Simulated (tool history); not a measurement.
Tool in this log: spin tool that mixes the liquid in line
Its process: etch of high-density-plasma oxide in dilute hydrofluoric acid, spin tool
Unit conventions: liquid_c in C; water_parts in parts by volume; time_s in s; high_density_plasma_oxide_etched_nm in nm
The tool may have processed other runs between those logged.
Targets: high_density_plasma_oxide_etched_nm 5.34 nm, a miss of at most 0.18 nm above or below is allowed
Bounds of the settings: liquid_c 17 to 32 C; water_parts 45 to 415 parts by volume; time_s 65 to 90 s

run,hour,liquid_c,water_parts,time_s,high_density_plasma_oxide_etched_nm
1,0,24,230,90,2.0773
2,1.7,26.5,230,90,2.2138
3,3.1,26.5,230,90,2.22
4,6.9,28,185,90,3.0522
5,13.3,27,185,90,3.0242
6,16.9,27,185,65,2.173
7,25.2,28.5,140,65,3.1982
8,27.6,29.5,115,65,4.1069
9,28.7,30,105,65,4.6533
10,37.7,30.5,105,65,4.7751
11,43.3,32,90,65,6.0081
12,48.3,31.5,90,65,5.893
13,51.3,28.5,95,65,4.909
14,59.8,29,95,65,5.1412

Exercise: of the 5 proposed moves below, exactly one satisfies all targets within the stated allowed misses. Which move is it?
A,68.3,28,95,65,?
B,68.3,25,95,75,?
C,68.3,27,85,65,?
D,68.3,29,105,70,?
E,68.3,25.5,100,90,?

move,high_density_plasma_oxide_etched_nm
A,4.8652
B,4.9957
C,5.3026
D,4.8574
E,5.7712
A: moves away from the targets compared with the last run
B: moves away from the targets compared with the last run
C: every result within its allowed miss
D: moves away from the targets compared with the last run
E: takes the biggest miss from the last run beyond its target
C is the move that brings every result within its allowed miss.

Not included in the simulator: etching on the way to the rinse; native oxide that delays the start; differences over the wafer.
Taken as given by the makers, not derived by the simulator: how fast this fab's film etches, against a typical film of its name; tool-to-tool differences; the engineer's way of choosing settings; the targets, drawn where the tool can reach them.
